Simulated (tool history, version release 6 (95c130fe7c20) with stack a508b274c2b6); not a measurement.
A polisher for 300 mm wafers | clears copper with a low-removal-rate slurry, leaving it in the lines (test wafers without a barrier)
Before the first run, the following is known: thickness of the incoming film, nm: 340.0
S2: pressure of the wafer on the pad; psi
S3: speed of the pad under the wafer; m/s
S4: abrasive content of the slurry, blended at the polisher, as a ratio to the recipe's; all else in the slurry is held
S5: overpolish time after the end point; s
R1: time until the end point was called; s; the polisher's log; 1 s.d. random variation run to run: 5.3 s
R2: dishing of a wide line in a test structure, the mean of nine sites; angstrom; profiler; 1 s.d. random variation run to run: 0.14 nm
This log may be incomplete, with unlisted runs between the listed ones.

run 1 day=0.000 | flow_of_slurry_(ml/min)=195 S2=2.0 S3=1.20 S4=1.00 S5=27 | R1=131.91 R2=319.030
run 2 day=0.071 | flow_of_slurry_(ml/min)=195 S2=2.0 S3=1.20 S4=1.10 S5=27 | R1=129.26 R2=324.290
run 3 day=0.138 | flow_of_slurry_(ml/min)=195 S2=1.7 S3=1.12 S4=0.95 S5=22 | R1=165.27 R2=243.820
run 4 day=0.238 | flow_of_slurry_(ml/min)=195 S2=1.7 S3=1.12 S4=1.05 S5=22 | R1=168.32 R2=249.750
run 5 day=0.500 | flow_of_slurry_(ml/min)=195 S2=1.7 S3=0.88 S4=1.05 S5=22 | R1=203.07 R2=215.140
run 6 day=0.854 | flow_of_slurry_(ml/min)=195 S2=1.7 S3=0.88 S4=1.25 S5=22 | R1=198.96 R2=224.810
run 7 day=1.175 | flow_of_slurry_(ml/min)=185 S2=1.2 S3=0.62 S4=1.00 S5=9 | R1=403.93 R2=61.029
run 8 day=1.525 | flow_of_slurry_(ml/min)=170 S2=1.3 S3=0.60 S4=1.10 S5=12 | R1=367.84 R2=82.552
run 9 day=1.804 | flow_of_slurry_(ml/min)=165 S2=1.4 S3=0.58 S4=1.20 S5=13 | R1=340.29 R2=93.246
run 10 day=2.125 | flow_of_slurry_(ml/min)=160 S2=1.4 S3=0.58 S4=1.25 S5=14 | R1=342.18 R2=98.805

Run 11, settings as shown, results not yet in. Your forecast:
run 11 day=2.283 | flow_of_slurry_(ml/min)=160 S2=1.4 S3=0.58 S4=1.30 S5=15 | R1=? R2=?

{"run 11": {"R1": 336.32, "R2": 105.9}}
